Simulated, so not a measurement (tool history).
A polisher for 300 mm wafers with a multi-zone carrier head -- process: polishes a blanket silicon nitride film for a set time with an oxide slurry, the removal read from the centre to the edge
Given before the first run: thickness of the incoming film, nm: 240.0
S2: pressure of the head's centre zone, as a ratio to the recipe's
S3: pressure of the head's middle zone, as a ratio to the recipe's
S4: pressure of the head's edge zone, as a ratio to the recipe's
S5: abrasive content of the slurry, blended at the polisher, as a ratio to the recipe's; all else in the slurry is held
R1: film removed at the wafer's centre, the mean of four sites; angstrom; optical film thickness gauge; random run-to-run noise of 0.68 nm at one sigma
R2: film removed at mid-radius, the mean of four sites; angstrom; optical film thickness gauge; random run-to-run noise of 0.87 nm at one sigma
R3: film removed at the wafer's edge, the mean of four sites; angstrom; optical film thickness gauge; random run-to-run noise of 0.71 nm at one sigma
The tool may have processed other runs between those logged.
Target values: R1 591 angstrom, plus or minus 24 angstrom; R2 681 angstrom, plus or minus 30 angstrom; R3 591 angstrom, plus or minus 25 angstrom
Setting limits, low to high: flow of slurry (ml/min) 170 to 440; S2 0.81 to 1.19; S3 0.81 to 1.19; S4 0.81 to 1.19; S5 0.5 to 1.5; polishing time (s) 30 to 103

run 1 hour=0 | flow_of_slurry_(ml/min)=280 S2=1 S3=1 S4=1 S5=1 polishing_time_(s)=66 | R1=517.52 R2=523.76 R3=523.9
run 2 hour=2.1 | flow_of_slurry_(ml/min)=280 S2=1.08 S3=1 S4=1 S5=1 polishing_time_(s)=66 | R1=544.32 R2=512.78 R3=512.25
run 3 hour=6.6 | flow_of_slurry_(ml/min)=280 S2=1.08 S3=1 S4=1 S5=1 polishing_time_(s)=77 | R1=647.87 R2=587.87 R3=605.37
run 4 hour=14.4 | flow_of_slurry_(ml/min)=350 S2=1.08 S3=1 S4=1 S5=1 polishing_time_(s)=77 | R1=662.39 R2=608.72 R3=609.42
run 5 hour=15.6 | flow_of_slurry_(ml/min)=355 S2=1.05 S3=1.03 S4=0.99 S5=1 polishing_time_(s)=77 | R1=642.58 R2=626.01 R3=618.44
run 6 hour=16.2 | flow_of_slurry_(ml/min)=355 S2=1.05 S3=1.03 S4=0.99 S5=0.85 polishing_time_(s)=77 | R1=584.12 R2=592.13 R3=551.32
run 7 hour=17.2 | flow_of_slurry_(ml/min)=360 S2=1.04 S3=1.06 S4=0.99 S5=0.85 polishing_time_(s)=77 | R1=570.04 R2=597.42 R3=545.62
run 8 hour=18.8 | flow_of_slurry_(ml/min)=360 S2=1.04 S3=1.06 S4=0.99 S5=0.85 polishing_time_(s)=77 | R1=580.93 R2=598.47 R3=548.23
run 9 hour=21.9 | flow_of_slurry_(ml/min)=365 S2=1.02 S3=1.09 S4=0.99 S5=0.9 polishing_time_(s)=77 | R1=594.06 R2=628.8 R3=575.07
run 10 hour=27 | flow_of_slurry_(ml/min)=370 S2=1.01 S3=1.11 S4=0.99 S5=0.9 polishing_time_(s)=77 | R1=580.97 R2=635.44 R3=580.19
run 11 hour=32.3 | flow_of_slurry_(ml/min)=375 S2=1.01 S3=1.13 S4=0.98 S5=0.9 polishing_time_(s)=77 | R1=589.61 R2=650.34 R3=575.68

4 candidate next runs follow, results not yet known. Just one meets every target within its allowed miss. Identify it.
run A hour=37.6 | flow_of_slurry_(ml/min)=440 S2=1 S3=1.18 S4=0.99 S5=0.8 polishing_time_(s)=82 | R1=? R2=? R3=?
run B hour=37.6 | flow_of_slurry_(ml/min)=415 S2=1.07 S3=1.09 S4=1.02 S5=0.95 polishing_time_(s)=72 | R1=? R2=? R3=?
run C hour=37.6 | flow_of_slurry_(ml/min)=380 S2=1.04 S3=1.08 S4=1 S5=1.05 polishing_time_(s)=71 | R1=? R2=? R3=?
run D hour=37.6 | flow_of_slurry_(ml/min)=370 S2=0.98 S3=0.99 S4=1.01 S5=1.15 polishing_time_(s)=70 | R1=? R2=? R3=?

move=A R1=603.37 R2=682.3 R3=580.33
move=B R1=614.36 R2=606.53 R3=561.78
move=C R1=611.86 R2=617.32 R3=571.63
move=D R1=589.35 R2=587.04 R3=588.9
A: in spec on every target
B: lands further from the targets than the last run did
C: lands further from the targets than the last run did
D: lands further from the targets than the last run did
A meets every target.
